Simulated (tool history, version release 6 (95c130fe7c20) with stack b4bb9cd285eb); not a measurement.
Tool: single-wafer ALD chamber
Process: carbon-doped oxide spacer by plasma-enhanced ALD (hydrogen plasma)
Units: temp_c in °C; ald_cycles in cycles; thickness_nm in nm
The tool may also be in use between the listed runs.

Run 1, hour 0.0: temp_c 405 °C, ald_cycles 533 cycles. Result: thickness_nm 23.624 nm.
Run 2, hour 2.6: temp_c 411 °C, ald_cycles 533 cycles. Result: thickness_nm 23.634 nm.
Run 3, hour 7.9: temp_c 411 °C, ald_cycles 505 cycles. Result: thickness_nm 22.307 nm.
Run 4, hour 9.3: temp_c 415 °C, ald_cycles 505 cycles. Result: thickness_nm 21.796 nm.
Run 5, hour 10.5: temp_c 422 °C, ald_cycles 505 cycles. Result: thickness_nm 21.610 nm.
Run 6, hour 17.2: temp_c 421 °C, ald_cycles 537 cycles. Result: thickness_nm 22.804 nm.

The next listed run, before its measurement:
Run 7, hour 24.2: temp_c 418 °C, ald_cycles 563 cycles. Result: thickness_nm ?.

Run 7 gave thickness_nm 24.280 nm.

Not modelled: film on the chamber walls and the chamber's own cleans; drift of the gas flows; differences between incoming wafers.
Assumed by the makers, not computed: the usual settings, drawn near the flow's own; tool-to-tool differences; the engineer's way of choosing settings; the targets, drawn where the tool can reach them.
